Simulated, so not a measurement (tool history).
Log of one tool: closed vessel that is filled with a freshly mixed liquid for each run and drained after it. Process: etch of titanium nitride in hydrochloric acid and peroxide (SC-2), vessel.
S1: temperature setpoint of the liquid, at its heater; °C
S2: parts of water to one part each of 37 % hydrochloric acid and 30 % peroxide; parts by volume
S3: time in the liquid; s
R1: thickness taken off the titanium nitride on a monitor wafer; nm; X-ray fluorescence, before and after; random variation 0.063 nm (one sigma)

| run | hour | S1 | S2 | S3 | R1 |
|---|---|---|---|---|---|
| 1 | 0 | 54 | 7 | 325 | 18.037 |
| 2 | 6.3 | 53.5 | 7 | 325 | 17.479 |
| 3 | 8.9 | 59 | 7 | 325 | 25.1 |
| 4 | 16.9 | 59 | 7 | 325 | 24.904 |
| 5 | 18.8 | 59 | 7 | 325 | 24.796 |
| 6 | 19.6 | 59 | 6 | 325 | 27.93 |
| 7 | 26 | 59 | 6 | 325 | 28.008 |

Forecast run 8:
| 8 | 31.8 | 56.5 | 6 | 325 | ? |

Run 8 gave R1 23.707 nm.
